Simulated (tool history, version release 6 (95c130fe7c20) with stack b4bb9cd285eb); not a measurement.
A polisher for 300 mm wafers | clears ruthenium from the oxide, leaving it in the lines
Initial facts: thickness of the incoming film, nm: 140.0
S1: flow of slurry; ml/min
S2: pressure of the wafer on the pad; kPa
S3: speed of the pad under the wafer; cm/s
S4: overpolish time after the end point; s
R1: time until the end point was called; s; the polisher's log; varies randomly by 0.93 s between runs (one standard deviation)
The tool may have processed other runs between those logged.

run	hour	S1	S2	S3	S4	R1
1	0.0	270	19.3	80	30	106.920
2	3.0	270	22.8	84	30	85.620
3	5.9	270	22.8	98	30	73.077
4	6.5	270	22.8	98	33	75.341
5	9.3	335	22.8	98	33	72.507
6	16.5	335	22.8	98	33	71.717
7	17.5	335	24.8	100	33	63.576
8	20.6	335	26.2	100	33	64.107

For run 9, what comes out?
9	22.2	335	27.6	102	33	?

R1: 59.159 s

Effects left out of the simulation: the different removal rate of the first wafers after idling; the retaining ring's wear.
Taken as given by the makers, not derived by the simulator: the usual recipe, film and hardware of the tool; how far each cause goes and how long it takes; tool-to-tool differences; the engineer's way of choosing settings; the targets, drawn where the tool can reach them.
